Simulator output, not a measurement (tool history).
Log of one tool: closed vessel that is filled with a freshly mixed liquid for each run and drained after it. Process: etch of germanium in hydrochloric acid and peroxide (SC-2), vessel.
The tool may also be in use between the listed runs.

run	hour	temperature setpoint of the liquid (K)	parts of water to one part each of 37 % hydrochloric acid and 30 % peroxide (parts by volume)	time in the liquid (s)	thickness taken off the germanium on a monitor wafer (nm)
1	0.0	333.15	8.5	95	285.69
2	0.9	332.15	8.5	95	279.33
3	9.1	332.15	8.5	105	306.20
4	14.8	332.15	10.0	105	307.81
5	20.4	330.65	10.0	105	290.36
6	23.5	330.65	10.0	95	261.61
7	31.8	330.15	10.0	95	260.75

The next listed run, before its measurement:
8	32.5	329.15	10.0	95	?

thickness taken off the germanium on a monitor wafer (nm): 253.06
